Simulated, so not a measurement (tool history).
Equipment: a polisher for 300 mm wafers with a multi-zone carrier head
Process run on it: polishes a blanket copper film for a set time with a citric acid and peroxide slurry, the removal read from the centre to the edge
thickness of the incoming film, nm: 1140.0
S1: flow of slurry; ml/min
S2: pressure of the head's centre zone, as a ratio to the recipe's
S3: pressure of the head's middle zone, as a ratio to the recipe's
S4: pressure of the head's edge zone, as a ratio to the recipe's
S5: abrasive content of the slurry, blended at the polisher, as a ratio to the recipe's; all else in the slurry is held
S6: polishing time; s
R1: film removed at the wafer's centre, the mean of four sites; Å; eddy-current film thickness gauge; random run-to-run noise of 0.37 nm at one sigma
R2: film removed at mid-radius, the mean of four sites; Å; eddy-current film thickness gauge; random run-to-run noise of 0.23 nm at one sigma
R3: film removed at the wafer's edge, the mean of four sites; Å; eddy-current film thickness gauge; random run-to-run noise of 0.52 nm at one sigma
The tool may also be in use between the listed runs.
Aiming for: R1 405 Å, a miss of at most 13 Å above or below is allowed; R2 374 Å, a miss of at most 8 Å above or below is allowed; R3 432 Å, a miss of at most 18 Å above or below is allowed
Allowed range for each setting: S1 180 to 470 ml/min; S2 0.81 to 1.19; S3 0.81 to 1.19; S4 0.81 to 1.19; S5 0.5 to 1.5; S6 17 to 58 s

run  hour   S1    S2    S3    S4    S5  S6      R1      R2      R3
  1     0  300     1     1     1     1  37  602.53  590.23  590.59
  2   6.7  290  0.98  0.97  0.99   0.9  36  555.61  553.68  576.36
  3  13.4  290  0.98  0.97  0.99   0.9  43  668.59  659.91  667.58
  4  21.9  245  0.98  0.97  0.99   0.9  43  648.56  644.79  652.42
  5  26.3  215  0.98  0.97  0.99   0.9  43  638.81  640.41  664.58
  6  33.9  215  0.98  0.97  0.99   1.1  43  678.33  656.66  688.19
  7  38.1  215  0.98  0.94  0.98     1  40  614.98  591.47  609.51
  8  42.6  215  0.98  0.92     1  0.95  38     578  545.52  595.44
  9  43.8  215  0.98  0.92     1  0.95  38  572.34  543.52  586.18
 10  52.8  215  0.98   0.9     1   0.9  36  533.11  495.26  555.93
 11  56.7  215  0.98  0.89  0.98  0.85  35  519.74  483.02  531.67
 12  58.5  215  0.98  0.88  0.98   0.8  34  497.97  453.25  510.45
 13  62.9  210  0.97  0.87  0.97  0.75  34  483.42   443.6  503.56

4 candidate next runs follow, results not yet known. Just one meets every target within its allowed miss. Identify it.
  A  67.3  205  0.97  0.85  1.03  0.55  32   ?   ?   ?
  B  67.3  180  0.91  0.85  1.04   0.5  33   ?   ?   ?
  C  67.3  320  0.92  0.83  0.96   0.8  28   ?   ?   ?
  D  67.3  180  0.82  0.81  1.13   0.5  36   ?   ?   ?

move      R1      R2      R3
   A  433.09  386.02  465.09
   B  404.94   385.8  468.51
   C  402.92  369.79  436.67
   D  397.58  404.74  529.82
A: moves toward the targets from the last run without getting all of them in spec
B: moves toward the targets from the last run without getting all of them in spec
C: all results in spec
D: moves toward the targets from the last run without getting all of them in spec
So the answer is move C, the one that meets all the targets.
